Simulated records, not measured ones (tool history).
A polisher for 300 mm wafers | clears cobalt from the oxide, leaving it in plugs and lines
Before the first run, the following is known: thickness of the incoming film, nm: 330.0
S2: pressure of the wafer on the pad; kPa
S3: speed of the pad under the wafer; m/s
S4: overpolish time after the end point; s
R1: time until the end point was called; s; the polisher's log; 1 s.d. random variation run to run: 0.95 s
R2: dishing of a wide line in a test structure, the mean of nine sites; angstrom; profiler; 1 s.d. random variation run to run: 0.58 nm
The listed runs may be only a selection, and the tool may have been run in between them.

{"run": 1, "hour": 0.0, "flow of slurry (ml/min)": 300, "S2": 9.7, "S3": 1.22, "S4": 18, "R1": 79.373, "R2": 428.64}
{"run": 2, "hour": 3.0, "flow of slurry (ml/min)": 300, "S2": 9.7, "S3": 1.22, "S4": 17, "R1": 80.898, "R2": 415.61}
{"run": 3, "hour": 10.5, "flow of slurry (ml/min)": 365, "S2": 9.7, "S3": 1.22, "S4": 17, "R1": 78.523, "R2": 427.85}
{"run": 4, "hour": 11.2, "flow of slurry (ml/min)": 365, "S2": 9.7, "S3": 1.22, "S4": 16, "R1": 78.579, "R2": 401.66}
{"run": 5, "hour": 13.3, "flow of slurry (ml/min)": 365, "S2": 9.7, "S3": 1.22, "S4": 21, "R1": 78.77, "R2": 478.61}
{"run": 6, "hour": 17.3, "flow of slurry (ml/min)": 415, "S2": 9.7, "S3": 1.22, "S4": 21, "R1": 78.706, "R2": 467.5}
{"run": 7, "hour": 21.7, "flow of slurry (ml/min)": 415, "S2": 9.7, "S3": 1.22, "S4": 20, "R1": 76.38, "R2": 459.79}
{"run": 8, "hour": 29.4, "flow of slurry (ml/min)": 415, "S2": 9.7, "S3": 1.22, "S4": 19, "R1": 76.658, "R2": 462.65}
{"run": 9, "hour": 35.2, "flow of slurry (ml/min)": 410, "S2": 9.7, "S3": 1.22, "S4": 18, "R1": 76.463, "R2": 443.61}
{"run": 10, "hour": 43.2, "flow of slurry (ml/min)": 405, "S2": 9.7, "S3": 1.22, "S4": 17, "R1": 79.014, "R2": 435.82}
{"run": 11, "hour": 48.2, "flow of slurry (ml/min)": 405, "S2": 9.7, "S3": 1.22, "S4": 16, "R1": 79.589, "R2": 407.53}
{"run": 12, "hour": 56.6, "flow of slurry (ml/min)": 405, "S2": 9.7, "S3": 1.22, "S4": 15, "R1": 78.29, "R2": 404.28}
{"run": 13, "hour": 63.2, "flow of slurry (ml/min)": 405, "S2": 8.3, "S3": 1.22, "S4": 8, "R1": 90.163, "R2": 243.26}

For run 14, what comes out?
{"run": 14, "hour": 71.5, "flow of slurry (ml/min)": 405, "S2": 9.7, "S3": 1.16, "S4": 14, "R1": "?", "R2": "?"}

Run 14 came out at R1 80.783 s, R2 374.83 angstrom.
